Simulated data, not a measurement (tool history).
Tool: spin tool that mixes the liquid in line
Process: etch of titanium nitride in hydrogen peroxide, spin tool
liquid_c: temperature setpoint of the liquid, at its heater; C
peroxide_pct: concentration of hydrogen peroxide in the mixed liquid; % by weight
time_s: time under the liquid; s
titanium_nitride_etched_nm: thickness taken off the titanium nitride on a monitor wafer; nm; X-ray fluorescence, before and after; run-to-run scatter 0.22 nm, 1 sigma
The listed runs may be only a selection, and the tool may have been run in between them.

Run 1, hour 0: liquid_c 49 C, peroxide_pct 17.5 % by weight, time_s 320 s. Result: titanium_nitride_etched_nm 20.978 nm.
Run 2, hour 2.4: liquid_c 51 C, peroxide_pct 17.5 % by weight, time_s 320 s. Result: titanium_nitride_etched_nm 24.156 nm.
Run 3, hour 4.3: liquid_c 46 C, peroxide_pct 17.5 % by weight, time_s 320 s. Result: titanium_nitride_etched_nm 16.784 nm.
Run 4, hour 10.5: liquid_c 49 C, peroxide_pct 17.5 % by weight, time_s 320 s. Result: titanium_nitride_etched_nm 20.833 nm.
Run 5, hour 18.5: liquid_c 51 C, peroxide_pct 17.5 % by weight, time_s 320 s. Result: titanium_nitride_etched_nm 24.3 nm.
Run 6, hour 24.4: liquid_c 51 C, peroxide_pct 15 % by weight, time_s 320 s. Result: titanium_nitride_etched_nm 23.664 nm.
Run 7, hour 28.2: liquid_c 52.5 C, peroxide_pct 15 % by weight, time_s 320 s. Result: titanium_nitride_etched_nm 26.351 nm.
Run 8, hour 37.1: liquid_c 54 C, peroxide_pct 15 % by weight, time_s 320 s. Result: titanium_nitride_etched_nm 29.442 nm.
Run 9, hour 38: liquid_c 55 C, peroxide_pct 15 % by weight, time_s 320 s. Result: titanium_nitride_etched_nm 31.352 nm.

For run 10, what comes out?
Run 10, hour 42.4: liquid_c 55.5 C, peroxide_pct 15 % by weight, time_s 320 s. Result: titanium_nitride_etched_nm ?.

titanium_nitride_etched_nm: 32.333 nm

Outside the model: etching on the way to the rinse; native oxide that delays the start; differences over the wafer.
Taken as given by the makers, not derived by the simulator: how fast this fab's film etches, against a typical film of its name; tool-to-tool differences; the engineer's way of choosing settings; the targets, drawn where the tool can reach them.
